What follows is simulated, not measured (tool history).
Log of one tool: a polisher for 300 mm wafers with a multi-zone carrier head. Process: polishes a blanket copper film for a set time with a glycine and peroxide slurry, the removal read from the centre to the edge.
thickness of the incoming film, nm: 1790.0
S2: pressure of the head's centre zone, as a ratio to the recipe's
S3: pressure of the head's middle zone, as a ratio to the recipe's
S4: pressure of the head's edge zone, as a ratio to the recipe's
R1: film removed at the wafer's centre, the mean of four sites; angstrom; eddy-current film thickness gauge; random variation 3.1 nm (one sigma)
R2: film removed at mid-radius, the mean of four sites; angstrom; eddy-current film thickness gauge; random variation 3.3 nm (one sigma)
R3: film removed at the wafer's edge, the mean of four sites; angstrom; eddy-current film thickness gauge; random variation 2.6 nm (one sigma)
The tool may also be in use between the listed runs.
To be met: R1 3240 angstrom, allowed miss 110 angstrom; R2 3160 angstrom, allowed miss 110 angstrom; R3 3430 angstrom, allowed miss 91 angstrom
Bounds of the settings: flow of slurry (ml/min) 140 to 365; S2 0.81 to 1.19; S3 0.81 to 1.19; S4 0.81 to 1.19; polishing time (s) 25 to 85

{"run": 1, "hour": 0.0, "flow of slurry (ml/min)": 235, "S2": 1, "S3": 1, "S4": 1, "polishing time (s)": 55, "R1": 2674.8, "R2": 2744.1, "R3": 2734.7}
{"run": 2, "hour": 8.2, "flow of slurry (ml/min)": 235, "S2": 1, "S3": 1, "S4": 0.94, "polishing time (s)": 55, "R1": 2729.2, "R2": 2770.2, "R3": 2676.2}
{"run": 3, "hour": 15.5, "flow of slurry (ml/min)": 235, "S2": 0.97, "S3": 1, "S4": 0.94, "polishing time (s)": 55, "R1": 2655.5, "R2": 2770.5, "R3": 2624.3}
{"run": 4, "hour": 17.8, "flow of slurry (ml/min)": 235, "S2": 1.05, "S3": 1, "S4": 0.94, "polishing time (s)": 55, "R1": 2841.5, "R2": 2710.7, "R3": 2636.8}
{"run": 5, "hour": 19.3, "flow of slurry (ml/min)": 200, "S2": 1.05, "S3": 1, "S4": 0.94, "polishing time (s)": 55, "R1": 2760, "R2": 2681, "R3": 2627.7}
{"run": 6, "hour": 24.8, "flow of slurry (ml/min)": 210, "S2": 1.06, "S3": 1.01, "S4": 1, "polishing time (s)": 57, "R1": 2924.3, "R2": 2785.5, "R3": 2808.4}
{"run": 7, "hour": 25.9, "flow of slurry (ml/min)": 220, "S2": 1.05, "S3": 1.02, "S4": 1.05, "polishing time (s)": 59, "R1": 3030.5, "R2": 2987.5, "R3": 2996.7}
{"run": 8, "hour": 27.5, "flow of slurry (ml/min)": 230, "S2": 1.05, "S3": 1.01, "S4": 1.09, "polishing time (s)": 60, "R1": 3034.9, "R2": 2962.6, "R3": 3050.7}
{"run": 9, "hour": 30.6, "flow of slurry (ml/min)": 225, "S2": 1.05, "S3": 1.01, "S4": 1.11, "polishing time (s)": 62, "R1": 3207.6, "R2": 3039.1, "R3": 3181.1}
{"run": 10, "hour": 37.6, "flow of slurry (ml/min)": 225, "S2": 1.04, "S3": 1.01, "S4": 1.13, "polishing time (s)": 63, "R1": 3177.3, "R2": 3163.5, "R3": 3309.2}
{"run": 11, "hour": 44.3, "flow of slurry (ml/min)": 225, "S2": 1.04, "S3": 1.01, "S4": 1.14, "polishing time (s)": 63, "R1": 3173.5, "R2": 3134.1, "R3": 3277.8}

Which of these 4 next moves meets every target?
{"run": "A", "hour": 51.0, "flow of slurry (ml/min)": 250, "S2": 1.11, "S3": 1.05, "S4": 1.1, "polishing time (s)": 61, "R1": "?", "R2": "?", "R3": "?"}
{"run": "B", "hour": 51.0, "flow of slurry (ml/min)": 170, "S2": 1.03, "S3": 0.97, "S4": 1.15, "polishing time (s)": 67, "R1": "?", "R2": "?", "R3": "?"}
{"run": "C", "hour": 51.0, "flow of slurry (ml/min)": 260, "S2": 1.04, "S3": 1.08, "S4": 1.18, "polishing time (s)": 59, "R1": "?", "R2": "?", "R3": "?"}
{"run": "D", "hour": 51.0, "flow of slurry (ml/min)": 220, "S2": 0.92, "S3": 1.03, "S4": 1.16, "polishing time (s)": 65, "R1": "?", "R2": "?", "R3": "?"}

move=A R1=3281.5 R2=3104.4 R3=3109.2
move=B R1=3226.6 R2=3065.4 R3=3377.6
move=C R1=3010.1 R2=3087.5 R3=3100.2
move=D R1=2928 R2=3217 R3=3353.4
A: further off than the last run
B: meets every target
C: further off than the last run
D: brings the result that was furthest off to its target, and leaves another outside
Move B is the one to make.

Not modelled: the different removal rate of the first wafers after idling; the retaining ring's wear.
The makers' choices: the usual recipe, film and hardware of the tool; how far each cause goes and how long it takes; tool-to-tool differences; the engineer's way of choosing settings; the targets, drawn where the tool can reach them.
